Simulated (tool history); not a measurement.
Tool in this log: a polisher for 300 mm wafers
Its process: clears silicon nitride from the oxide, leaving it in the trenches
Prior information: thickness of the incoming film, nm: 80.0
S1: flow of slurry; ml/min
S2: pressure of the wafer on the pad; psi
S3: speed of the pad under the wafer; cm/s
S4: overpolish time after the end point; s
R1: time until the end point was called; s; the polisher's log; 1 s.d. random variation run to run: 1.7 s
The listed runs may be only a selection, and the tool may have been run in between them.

run 1 day=0.000 | S1=205 S2=2.6 S3=76 S4=5 | R1=95.867
run 2 day=0.054 | S1=205 S2=2.6 S3=86 S4=5 | R1=90.134
run 3 day=0.171 | S1=205 S2=2.4 S3=86 S4=5 | R1=94.422
run 4 day=0.542 | S1=205 S2=2.4 S3=86 S4=5 | R1=95.792
run 5 day=0.717 | S1=205 S2=2.4 S3=86 S4=5 | R1=96.054
run 6 day=0.992 | S1=205 S2=2.4 S3=86 S4=5 | R1=98.397
run 7 day=1.033 | S1=205 S2=2.3 S3=86 S4=5 | R1=100.100

Run 8 comes next. What will it give?
run 8 day=1.267 | S1=205 S2=1.6 S3=84 S4=5 | R1=?

Logged for run 8: R1 141.260 s.
